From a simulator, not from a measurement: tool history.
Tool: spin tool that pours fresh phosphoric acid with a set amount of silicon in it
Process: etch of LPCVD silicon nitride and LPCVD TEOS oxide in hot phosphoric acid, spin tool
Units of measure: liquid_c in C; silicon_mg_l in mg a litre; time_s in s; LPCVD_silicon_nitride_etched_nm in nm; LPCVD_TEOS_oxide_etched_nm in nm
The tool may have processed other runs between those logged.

run	hour	liquid_c	silicon_mg_l	time_s	LPCVD_silicon_nitride_etched_nm	LPCVD_TEOS_oxide_etched_nm
1	0.0	162.0	18.5	180	17.4870	0.56658
2	3.2	163.0	18.5	180	17.8710	0.52048
3	9.6	163.0	22.0	155	15.2510	0.40435
4	11.4	163.0	16.0	155	15.4260	0.50188
5	14.9	162.5	19.5	135	13.2130	0.37265
6	22.2	162.5	13.5	135	12.9380	0.38489
7	26.3	162.0	17.5	120	11.5460	0.36742
8	33.1	162.5	21.0	105	10.4040	0.29802
9	36.7	162.5	21.0	105	10.2400	0.27531
10	37.9	162.5	24.0	100	9.7638	0.26038
11	42.1	162.5	26.5	95	9.2591	0.21919

Run 12 has not been measured yet. What should we expect?
12	46.7	162.0	29.0	95	?	?

{"run 12": {"LPCVD_silicon_nitride_etched_nm": 9.1871, "LPCVD_TEOS_oxide_etched_nm": 0.17937}}

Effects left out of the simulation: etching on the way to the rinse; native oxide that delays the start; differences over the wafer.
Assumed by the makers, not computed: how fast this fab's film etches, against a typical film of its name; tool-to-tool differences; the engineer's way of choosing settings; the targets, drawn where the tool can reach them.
